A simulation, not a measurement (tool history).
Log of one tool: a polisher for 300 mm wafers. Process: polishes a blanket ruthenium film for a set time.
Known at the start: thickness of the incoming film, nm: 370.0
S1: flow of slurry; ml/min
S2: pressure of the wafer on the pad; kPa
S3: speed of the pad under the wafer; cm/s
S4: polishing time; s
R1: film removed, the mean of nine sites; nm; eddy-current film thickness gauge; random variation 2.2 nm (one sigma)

run  hour   S1    S2   S3   S4      R1
  1     0  215  16.5  122  114  153.23
  2   5.9  175  16.5  122  114  151.35
  3  10.5  175  17.9  122  114  162.45
  4  15.4  175  17.9  122  119  166.51
  5  18.1  180  18.6  122  119  174.31
  6  18.9  180  19.3  122  119  177.68
  7  24.1  180    20  122  119  182.02
  8    32  180  20.7  122  119  184.65
  9  36.1  180  21.4  122  119   195.9

Run 10 comes next. What will it give?
 10  41.4  180  22.1  122  119   ?

{"run 10": {"R1": 196.65}}

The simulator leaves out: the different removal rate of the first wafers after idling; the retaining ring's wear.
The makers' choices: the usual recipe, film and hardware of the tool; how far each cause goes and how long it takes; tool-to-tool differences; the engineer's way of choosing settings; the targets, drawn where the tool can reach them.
